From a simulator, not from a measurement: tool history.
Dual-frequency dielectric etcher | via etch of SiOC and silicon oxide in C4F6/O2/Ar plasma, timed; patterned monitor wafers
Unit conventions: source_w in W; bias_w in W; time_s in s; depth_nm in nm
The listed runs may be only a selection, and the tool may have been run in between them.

run,hour,source_w,bias_w,time_s,depth_nm
1,0.0,320,177,63.0,62.958
2,8.3,370,177,63.0,66.342
3,13.6,330,174,63.0,63.606
4,15.5,330,174,63.0,63.582
5,17.4,380,174,63.0,66.750
6,25.2,430,174,63.0,70.255
7,28.3,370,169,63.0,65.638
8,35.5,330,165,63.0,62.623
9,41.2,300,162,63.0,60.061
10,46.2,280,161,63.0,58.478
11,47.0,270,160,63.0,57.609
12,51.8,260,159,63.0,56.655
13,54.8,250,159,63.0,55.904
14,60.7,250,159,63.0,55.999

Predict the results of run 15:
15,69.3,250,159,63.0,?

depth_nm: 55.746 nm
